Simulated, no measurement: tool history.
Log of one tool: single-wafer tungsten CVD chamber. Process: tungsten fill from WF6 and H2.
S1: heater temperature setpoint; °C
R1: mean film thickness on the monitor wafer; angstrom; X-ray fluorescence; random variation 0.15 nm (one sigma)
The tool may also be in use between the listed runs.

Run 1, hour 0: S1 385 °C, chamber pressure (Pa) 4240, deposition time (s) 14.2. Result: R1 309.36 angstrom.
Run 2, hour 2.6: S1 385 °C, chamber pressure (Pa) 4240, deposition time (s) 14.2. Result: R1 309.14 angstrom.
Run 3, hour 11.1: S1 384 °C, chamber pressure (Pa) 4240, deposition time (s) 14.2. Result: R1 304.79 angstrom.
Run 4, hour 17.3: S1 384 °C, chamber pressure (Pa) 3533, deposition time (s) 14.2. Result: R1 283.78 angstrom.
Run 5, hour 24: S1 384 °C, chamber pressure (Pa) 2840, deposition time (s) 14.2. Result: R1 261.18 angstrom.
Run 6, hour 28.4: S1 375 °C, chamber pressure (Pa) 2840, deposition time (s) 14.2. Result: R1 222.95 angstrom.
Run 7, hour 35.4: S1 376 °C, chamber pressure (Pa) 2840, deposition time (s) 14.2. Result: R1 228.87 angstrom.
Run 8, hour 41.7: S1 377 °C, chamber pressure (Pa) 2840, deposition time (s) 14.2. Result: R1 229.71 angstrom.

The next listed run, before its measurement:
Run 9, hour 46.3: S1 378 °C, chamber pressure (Pa) 2840, deposition time (s) 14.2. Result: R1 ?.

R1: 234.25 angstrom
